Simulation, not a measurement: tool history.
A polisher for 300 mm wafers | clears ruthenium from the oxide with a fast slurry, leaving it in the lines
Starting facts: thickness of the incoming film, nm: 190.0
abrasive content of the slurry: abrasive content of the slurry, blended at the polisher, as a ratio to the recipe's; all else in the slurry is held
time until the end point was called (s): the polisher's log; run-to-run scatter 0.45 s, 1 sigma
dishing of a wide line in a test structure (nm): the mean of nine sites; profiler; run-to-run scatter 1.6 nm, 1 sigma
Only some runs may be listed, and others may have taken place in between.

run	hour	flow of slurry (ml/min)	pressure of the wafer on the pad (psi)	speed of the pad under the wafer (cm/s)	abrasive content of the slurry	overpolish time after the end point (s)	time until the end point was called (s)	dishing of a wide line in a test structure (nm)
1	0	290	2.4	98	1	30	53.161	77.528
2	1.5	290	2.7	98	1	26	47.242	74.749
3	5.2	290	2.7	98	1.2	26	44.045	81.619
4	13.2	290	2.7	98	1.2	38	44.027	108.12
5	18.1	290	2.9	98	1.2	32	40.56	99.031
6	25.8	290	2.9	106	1.2	32	37.125	103.61
7	27.3	290	3	106	1.2	28	36.43	101.87

Expected results for the next run?
8	34.6	290	3.1	106	1.2	24	?	?

For run 8 the tool returned time until the end point was called (s) 34.903, dishing of a wide line in a test structure (nm) 88.458.
